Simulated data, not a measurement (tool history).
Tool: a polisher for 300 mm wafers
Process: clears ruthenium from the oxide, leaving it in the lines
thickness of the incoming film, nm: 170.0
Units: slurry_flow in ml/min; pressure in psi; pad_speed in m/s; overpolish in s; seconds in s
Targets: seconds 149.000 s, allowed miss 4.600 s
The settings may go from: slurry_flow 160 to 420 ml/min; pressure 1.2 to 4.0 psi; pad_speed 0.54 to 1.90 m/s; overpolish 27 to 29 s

run,hour,slurry_flow,pressure,pad_speed,overpolish,seconds
1,0.0,270,2.6,1.22,27,80.052
2,6.8,270,2.3,1.20,27,91.816
3,13.4,270,2.1,1.18,27,101.570
4,14.1,270,1.9,1.18,27,112.670
5,17.6,270,1.8,1.18,27,117.070
6,18.7,270,1.7,1.18,27,124.370
7,20.1,270,1.6,1.18,27,130.780
8,24.6,270,1.5,1.18,27,140.670

5 next moves are on the table. One of them brings every result within its allowed miss. Which?
A,29.1,200,1.4,1.14,27,?
B,29.1,275,1.5,1.12,29,?
C,29.1,240,1.5,1.04,28,?
D,29.1,245,1.7,1.08,29,?
E,29.1,250,1.5,1.04,27,?

move,seconds
A,161.260
B,148.540
C,161.050
D,137.830
E,160.400
A: takes the result that was furthest off past its target
B: meets every target
C: takes the result that was furthest off past its target
D: further off than the last run
E: takes the result that was furthest off past its target
Answer: B

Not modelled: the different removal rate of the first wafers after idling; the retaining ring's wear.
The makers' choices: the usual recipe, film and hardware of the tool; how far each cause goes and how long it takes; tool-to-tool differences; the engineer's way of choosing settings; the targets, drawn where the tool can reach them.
